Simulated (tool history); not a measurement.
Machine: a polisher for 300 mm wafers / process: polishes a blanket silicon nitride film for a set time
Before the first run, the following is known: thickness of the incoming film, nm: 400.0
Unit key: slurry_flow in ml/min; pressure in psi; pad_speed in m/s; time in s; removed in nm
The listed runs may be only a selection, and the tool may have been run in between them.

run 1 hour=0.0 | slurry_flow=245 pressure=4.4 pad_speed=0.96 time=85 | removed=182.79
run 2 hour=1.8 | slurry_flow=285 pressure=4.4 pad_speed=0.96 time=85 | removed=184.43
run 3 hour=2.5 | slurry_flow=285 pressure=4.7 pad_speed=0.96 time=85 | removed=198.61
run 4 hour=6.8 | slurry_flow=285 pressure=4.9 pad_speed=0.96 time=85 | removed=205.83
run 5 hour=10.7 | slurry_flow=285 pressure=5.1 pad_speed=0.96 time=85 | removed=211.30
run 6 hour=15.2 | slurry_flow=285 pressure=5.1 pad_speed=0.96 time=85 | removed=210.43

What does the tool deliver on the next run?
run 7 hour=18.9 | slurry_flow=285 pressure=5.3 pad_speed=0.96 time=85 | removed=?

Run 7 came out at removed 219.52 nm.
